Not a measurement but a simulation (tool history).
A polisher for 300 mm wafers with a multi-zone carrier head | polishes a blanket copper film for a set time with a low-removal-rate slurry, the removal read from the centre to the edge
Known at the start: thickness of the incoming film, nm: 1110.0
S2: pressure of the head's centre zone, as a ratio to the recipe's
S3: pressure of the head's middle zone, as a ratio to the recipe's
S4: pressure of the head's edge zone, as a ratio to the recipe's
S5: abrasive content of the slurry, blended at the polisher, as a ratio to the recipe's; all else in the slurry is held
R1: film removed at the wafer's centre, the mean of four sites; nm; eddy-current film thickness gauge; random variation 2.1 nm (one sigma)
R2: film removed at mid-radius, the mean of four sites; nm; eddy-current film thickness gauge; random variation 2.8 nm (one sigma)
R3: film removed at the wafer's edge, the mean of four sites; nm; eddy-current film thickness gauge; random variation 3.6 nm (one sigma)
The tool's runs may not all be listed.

{"run": 1, "day": 0.0, "flow of slurry (ml/min)": 270, "S2": 1, "S3": 1, "S4": 1, "S5": 1, "polishing time (s)": 65, "R1": 194.85, "R2": 198.41, "R3": 201.74}
{"run": 2, "day": 0.275, "flow of slurry (ml/min)": 270, "S2": 1, "S3": 0.92, "S4": 1, "S5": 1, "polishing time (s)": 65, "R1": 195.6, "R2": 185.73, "R3": 205.69}
{"run": 3, "day": 0.533, "flow of slurry (ml/min)": 270, "S2": 1, "S3": 0.92, "S4": 0.94, "S5": 1, "polishing time (s)": 65, "R1": 196.24, "R2": 189.27, "R3": 194.85}
{"run": 4, "day": 0.721, "flow of slurry (ml/min)": 270, "S2": 1, "S3": 0.84, "S4": 0.94, "S5": 1, "polishing time (s)": 65, "R1": 195.14, "R2": 172.91, "R3": 199.17}
{"run": 5, "day": 0.971, "flow of slurry (ml/min)": 270, "S2": 1, "S3": 0.84, "S4": 0.99, "S5": 1, "polishing time (s)": 65, "R1": 193.83, "R2": 171.11, "R3": 203.46}
{"run": 6, "day": 1.321, "flow of slurry (ml/min)": 275, "S2": 0.99, "S3": 0.92, "S4": 1.03, "S5": 1.15, "polishing time (s)": 70, "R1": 214.96, "R2": 212, "R3": 228.35}
{"run": 7, "day": 1.55, "flow of slurry (ml/min)": 270, "S2": 0.98, "S3": 0.95, "S4": 1.07, "S5": 1.25, "polishing time (s)": 74, "R1": 230.4, "R2": 231.06, "R3": 256.72}
{"run": 8, "day": 1.821, "flow of slurry (ml/min)": 275, "S2": 0.98, "S3": 1, "S4": 1.09, "S5": 1.3, "polishing time (s)": 76, "R1": 239.9, "R2": 252.82, "R3": 267.92}
{"run": 9, "day": 1.983, "flow of slurry (ml/min)": 280, "S2": 0.98, "S3": 1.04, "S4": 1.11, "S5": 1.35, "polishing time (s)": 78, "R1": 249.66, "R2": 273.19, "R3": 282.71}
{"day": 2.088, "done": "slurry nozzle cleaned"}
{"run": 10, "day": 2.088, "flow of slurry (ml/min)": 290, "S2": 0.98, "S3": 1.07, "S4": 1.13, "S5": 1.4, "polishing time (s)": 79, "R1": 265.65, "R2": 287.2, "R3": 294.34}
{"run": 11, "day": 2.404, "flow of slurry (ml/min)": 320, "S2": 0.89, "S3": 1.17, "S4": 1.19, "S5": 1.5, "polishing time (s)": 81, "R1": 262.07, "R2": 334.75, "R3": 319.99}

Forecast run 12:
{"run": 12, "day": 2.571, "flow of slurry (ml/min)": 325, "S2": 0.9, "S3": 1.16, "S4": 1.19, "S5": 1.5, "polishing time (s)": 81, "R1": "?", "R2": "?", "R3": "?"}

Run 12 gave R1 260.45 nm, R2 324.24 nm, R3 316.48 nm.
